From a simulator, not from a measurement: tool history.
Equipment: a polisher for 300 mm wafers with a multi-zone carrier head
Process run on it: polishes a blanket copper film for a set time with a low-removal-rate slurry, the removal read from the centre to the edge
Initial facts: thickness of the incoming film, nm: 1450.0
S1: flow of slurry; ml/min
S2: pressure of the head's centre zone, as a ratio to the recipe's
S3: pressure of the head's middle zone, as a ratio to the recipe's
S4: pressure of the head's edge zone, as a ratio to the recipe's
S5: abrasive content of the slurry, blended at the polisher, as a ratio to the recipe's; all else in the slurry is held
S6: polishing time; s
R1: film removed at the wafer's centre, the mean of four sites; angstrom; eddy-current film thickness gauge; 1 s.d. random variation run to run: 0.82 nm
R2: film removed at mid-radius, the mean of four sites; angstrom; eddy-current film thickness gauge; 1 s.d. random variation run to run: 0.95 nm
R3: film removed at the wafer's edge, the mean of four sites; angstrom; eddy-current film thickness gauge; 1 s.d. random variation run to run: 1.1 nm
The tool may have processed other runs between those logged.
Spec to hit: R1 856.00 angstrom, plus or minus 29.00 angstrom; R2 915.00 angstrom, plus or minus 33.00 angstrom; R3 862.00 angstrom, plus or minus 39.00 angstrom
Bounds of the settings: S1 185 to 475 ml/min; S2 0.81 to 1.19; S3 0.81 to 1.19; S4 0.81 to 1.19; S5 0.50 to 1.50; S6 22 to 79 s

run,day,S1,S2,S3,S4,S5,S6,R1,R2,R3
1,0.000,305,1.00,1.00,1.00,1.00,50,1492.90,1502.70,1526.20
2,0.075,305,1.00,1.00,1.00,1.00,43,1295.60,1281.90,1278.40
3,0.404,305,1.00,1.00,1.00,1.20,43,1366.70,1379.10,1367.20
4,0.742,305,0.94,1.00,1.00,1.20,43,1289.70,1353.30,1356.40
5,0.904,305,0.92,1.00,0.97,1.00,41,1136.20,1230.90,1193.00
6,1.021,305,0.92,1.07,0.97,1.00,41,1129.80,1292.40,1211.80
7,1.112,305,0.91,1.03,0.94,0.85,40,1042.80,1180.90,1119.50
8,1.442,310,0.92,1.01,0.91,0.75,38,963.05,1045.60,1002.60
9,1.738,310,0.92,1.00,0.89,0.70,38,944.93,1015.30,959.78
10,1.883,310,0.91,0.98,0.87,0.70,38,931.86,1001.60,951.74
11,1.929,300,0.90,0.95,0.81,0.50,36,767.04,790.10,771.39
12,2.142,320,0.91,0.97,0.83,0.50,36,767.85,828.00,762.00
13,2.229,310,0.92,0.98,0.86,0.50,36,791.82,819.95,786.46
14,2.604,315,0.92,1.00,0.88,0.50,36,773.51,855.92,780.76
15,2.796,310,0.93,1.00,0.89,0.55,36,813.42,867.50,835.89

Consider the 5 candidate settings below. Which is the only one whose results all fall within their allowed miss of target?
A,2.988,200,0.84,0.89,0.95,0.70,36,?,?,?
B,2.988,475,0.89,1.19,0.81,0.50,36,?,?,?
C,2.988,305,0.95,1.04,0.93,0.75,33,?,?,?
D,2.988,185,0.92,0.92,1.09,0.50,41,?,?,?
E,2.988,260,0.89,0.95,0.97,0.60,38,?,?,?

move,R1,R2,R3
A,798.26,840.32,901.00
B,788.44,994.07,764.88
C,874.41,922.44,852.80
D,870.42,859.05,957.12
E,861.13,900.62,919.01
A: moves away from the targets compared with the last run
B: moves away from the targets compared with the last run
C: all results land within tolerance of their targets
D: brings the last run's worst result on target, with another outside its allowed miss
E: brings the last run's worst result on target, with another outside its allowed miss
The right move is C.

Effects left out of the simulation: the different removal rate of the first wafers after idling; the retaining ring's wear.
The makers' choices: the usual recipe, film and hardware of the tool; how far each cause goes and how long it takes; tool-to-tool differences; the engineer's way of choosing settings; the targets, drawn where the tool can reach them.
